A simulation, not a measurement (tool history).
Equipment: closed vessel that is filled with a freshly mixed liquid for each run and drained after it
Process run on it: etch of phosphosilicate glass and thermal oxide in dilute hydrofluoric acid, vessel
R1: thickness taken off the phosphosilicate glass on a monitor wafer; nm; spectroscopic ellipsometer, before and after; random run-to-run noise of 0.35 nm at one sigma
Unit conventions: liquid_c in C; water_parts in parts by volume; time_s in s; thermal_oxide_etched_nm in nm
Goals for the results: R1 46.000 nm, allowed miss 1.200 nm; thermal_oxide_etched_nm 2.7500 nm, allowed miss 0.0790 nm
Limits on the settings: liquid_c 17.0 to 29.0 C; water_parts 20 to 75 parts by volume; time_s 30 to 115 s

Run 1, hour 0.0: liquid_c 21.0 C, water_parts 45 parts by volume, time_s 60 s. Result: R1 98.702 nm, thermal_oxide_etched_nm 5.8525 nm.
Run 2, hour 1.1: liquid_c 21.0 C, water_parts 45 parts by volume, time_s 50 s. Result: R1 81.182 nm, thermal_oxide_etched_nm 4.8868 nm.
Run 3, hour 4.6: liquid_c 21.0 C, water_parts 55 parts by volume, time_s 50 s. Result: R1 66.063 nm, thermal_oxide_etched_nm 3.9697 nm.
Run 4, hour 12.8: liquid_c 21.0 C, water_parts 40 parts by volume, time_s 50 s. Result: R1 91.824 nm, thermal_oxide_etched_nm 5.4926 nm.
Run 5, hour 16.4: liquid_c 23.5 C, water_parts 40 parts by volume, time_s 50 s. Result: R1 102.290 nm, thermal_oxide_etched_nm 6.0510 nm.
Run 6, hour 24.4: liquid_c 22.0 C, water_parts 45 parts by volume, time_s 50 s. Result: R1 85.159 nm, thermal_oxide_etched_nm 5.0231 nm.
Run 7, hour 27.0: liquid_c 21.0 C, water_parts 50 parts by volume, time_s 50 s. Result: R1 72.713 nm, thermal_oxide_etched_nm 4.3990 nm.
Run 8, hour 29.3: liquid_c 20.5 C, water_parts 55 parts by volume, time_s 50 s. Result: R1 64.158 nm, thermal_oxide_etched_nm 3.8729 nm.

Pick the move, out of 4, that brings all results within their allowed miss; only one does.
Run A, hour 31.6: liquid_c 20.5 C, water_parts 65 parts by volume, time_s 45 s. Result: R1 ?, thermal_oxide_etched_nm ?.
Run B, hour 31.6: liquid_c 17.0 C, water_parts 50 parts by volume, time_s 40 s. Result: R1 ?, thermal_oxide_etched_nm ?.
Run C, hour 31.6: liquid_c 24.5 C, water_parts 55 parts by volume, time_s 30 s. Result: R1 ?, thermal_oxide_etched_nm ?.
Run D, hour 31.6: liquid_c 19.5 C, water_parts 55 parts by volume, time_s 40 s. Result: R1 ?, thermal_oxide_etched_nm ?.

move      R1  thermal_oxide_etched_nm
   A  48.431                   2.8713
   B  49.042                   2.9075
   C  45.591                   2.7029
   D  49.358                   2.9263
A: an improvement on the last run, though not all results are within tolerance
B: an improvement on the last run, though not all results are within tolerance
C: each result inside its tolerance
D: an improvement on the last run, though not all results are within tolerance
Go with C: it meets all targets.
